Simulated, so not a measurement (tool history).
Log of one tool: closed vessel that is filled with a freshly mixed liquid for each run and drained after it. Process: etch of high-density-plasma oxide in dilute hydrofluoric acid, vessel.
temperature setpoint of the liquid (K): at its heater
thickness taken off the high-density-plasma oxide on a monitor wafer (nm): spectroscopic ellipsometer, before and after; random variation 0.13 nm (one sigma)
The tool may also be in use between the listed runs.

| run | hour | temperature setpoint of the liquid (K) | parts of water to one part of 49 % hydrofluoric acid (parts by volume) | time in the liquid (s) | thickness taken off the high-density-plasma oxide on a monitor wafer (nm) |
|---|---|---|---|---|---|
| 1 | 0.0 | 295.15 | 185 | 210 | 6.9306 |
| 2 | 3.2 | 297.65 | 185 | 210 | 7.6548 |
| 3 | 4.5 | 297.65 | 125 | 210 | 12.3160 |
| 4 | 8.6 | 299.15 | 115 | 210 | 14.1350 |
| 5 | 15.9 | 302.65 | 115 | 210 | 16.5090 |
| 6 | 22.6 | 302.65 | 175 | 210 | 9.9930 |
| 7 | 28.7 | 302.65 | 150 | 210 | 11.8550 |

Run 8 has not been measured yet. What should we expect?
| 8 | 31.9 | 302.65 | 135 | 210 | ? |

{"run 8": {"thickness taken off the high-density-plasma oxide on a monitor wafer (nm)": 13.563}}

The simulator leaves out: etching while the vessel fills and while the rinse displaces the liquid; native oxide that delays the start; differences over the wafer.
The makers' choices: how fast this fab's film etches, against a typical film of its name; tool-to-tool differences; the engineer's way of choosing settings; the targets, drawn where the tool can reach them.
